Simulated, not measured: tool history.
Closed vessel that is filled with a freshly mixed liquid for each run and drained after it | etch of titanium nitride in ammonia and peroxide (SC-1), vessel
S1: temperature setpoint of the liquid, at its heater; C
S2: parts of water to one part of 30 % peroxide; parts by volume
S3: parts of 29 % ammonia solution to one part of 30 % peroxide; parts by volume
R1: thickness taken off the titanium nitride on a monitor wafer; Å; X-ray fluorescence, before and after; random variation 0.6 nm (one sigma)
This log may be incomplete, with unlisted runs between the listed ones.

{"run": 1, "hour": 0.0, "S1": 51, "S2": 12.5, "S3": 0.85, "time in the liquid (s)": 1145, "R1": 428.61}
{"run": 2, "hour": 8.8, "S1": 53, "S2": 12.5, "S3": 0.85, "time in the liquid (s)": 1145, "R1": 483.54}
{"run": 3, "hour": 15.5, "S1": 54.5, "S2": 12.5, "S3": 0.85, "time in the liquid (s)": 1145, "R1": 535.36}
{"run": 4, "hour": 21.7, "S1": 54.5, "S2": 12.5, "S3": 0.7, "time in the liquid (s)": 1145, "R1": 518.6}
{"run": 5, "hour": 23.7, "S1": 54.5, "S2": 12.5, "S3": 0.85, "time in the liquid (s)": 1145, "R1": 536.85}
{"run": 6, "hour": 24.2, "S1": 54.5, "S2": 15, "S3": 0.85, "time in the liquid (s)": 1145, "R1": 493.62}
{"run": 7, "hour": 30.9, "S1": 56, "S2": 15, "S3": 0.85, "time in the liquid (s)": 1145, "R1": 548.6}

What will run 8 give?
{"run": 8, "hour": 34.5, "S1": 57, "S2": 15, "S3": 0.85, "time in the liquid (s)": 1145, "R1": "?"}

Run 8 gave R1 590.8 Å.

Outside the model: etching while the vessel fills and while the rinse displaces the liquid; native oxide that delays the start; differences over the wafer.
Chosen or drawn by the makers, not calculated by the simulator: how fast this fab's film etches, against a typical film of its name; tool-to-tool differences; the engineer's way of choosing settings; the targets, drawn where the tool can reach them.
